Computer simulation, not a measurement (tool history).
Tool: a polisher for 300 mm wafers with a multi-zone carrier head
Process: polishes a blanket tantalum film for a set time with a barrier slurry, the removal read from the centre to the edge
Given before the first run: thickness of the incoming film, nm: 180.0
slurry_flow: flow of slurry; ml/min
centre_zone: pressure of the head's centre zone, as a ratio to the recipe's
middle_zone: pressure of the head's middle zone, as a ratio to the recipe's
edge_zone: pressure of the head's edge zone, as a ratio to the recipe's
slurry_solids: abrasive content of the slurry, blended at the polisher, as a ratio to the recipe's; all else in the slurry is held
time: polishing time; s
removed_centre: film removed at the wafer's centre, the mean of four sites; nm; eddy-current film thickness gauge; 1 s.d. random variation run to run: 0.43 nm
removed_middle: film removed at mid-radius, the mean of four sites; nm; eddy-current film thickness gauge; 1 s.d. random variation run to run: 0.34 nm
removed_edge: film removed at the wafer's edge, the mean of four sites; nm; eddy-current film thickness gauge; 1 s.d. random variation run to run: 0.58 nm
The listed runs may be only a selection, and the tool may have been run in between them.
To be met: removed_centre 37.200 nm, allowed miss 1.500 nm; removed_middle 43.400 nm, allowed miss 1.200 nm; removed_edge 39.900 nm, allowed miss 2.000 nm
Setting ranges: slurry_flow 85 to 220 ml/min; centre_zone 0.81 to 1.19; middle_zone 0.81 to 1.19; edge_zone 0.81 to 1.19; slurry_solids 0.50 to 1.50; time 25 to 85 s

run,hour,slurry_flow,centre_zone,middle_zone,edge_zone,slurry_solids,time,removed_centre,removed_middle,removed_edge
1,0.0,140,1.00,1.00,1.00,1.00,55,58.881,60.326,58.338
2,8.5,165,1.00,1.00,1.00,1.00,55,61.899,62.792,60.056
3,12.9,155,0.98,1.00,0.97,0.90,54,57.805,60.074,56.602
4,18.5,155,0.98,1.00,0.97,0.75,54,55.550,56.552,53.439
5,24.4,155,1.05,1.00,0.97,0.75,54,59.343,56.694,53.808
6,25.6,155,1.05,1.00,0.97,0.75,59,63.999,62.419,58.243
7,28.1,145,1.01,1.00,0.96,0.70,57,58.853,59.223,55.922
8,30.0,135,0.91,1.04,0.88,0.50,42,34.814,40.316,36.496
9,37.3,140,0.91,1.04,0.89,0.50,42,35.330,40.553,35.790

Pick the move, out of 5, that brings all results within their allowed miss; only one does.
A,44.6,155,0.96,1.04,0.86,0.50,37,?,?,?
B,44.6,130,0.87,1.00,0.85,0.50,47,?,?,?
C,44.6,85,0.89,1.10,0.87,0.55,47,?,?,?
D,44.6,85,0.89,1.02,0.90,0.55,54,?,?,?
E,44.6,220,1.19,1.12,0.81,0.50,33,?,?,?

move,removed_centre,removed_middle,removed_edge
A,33.371,36.081,32.160
B,36.980,42.676,39.608
C,33.170,41.475,37.331
D,38.089,44.683,43.439
E,38.930,36.269,29.298
A: lands further from the targets than the last run did
B: meets every target
C: lands further from the targets than the last run did
D: pushes the last run's worst result past its target
E: lands further from the targets than the last run did
The right move is B.

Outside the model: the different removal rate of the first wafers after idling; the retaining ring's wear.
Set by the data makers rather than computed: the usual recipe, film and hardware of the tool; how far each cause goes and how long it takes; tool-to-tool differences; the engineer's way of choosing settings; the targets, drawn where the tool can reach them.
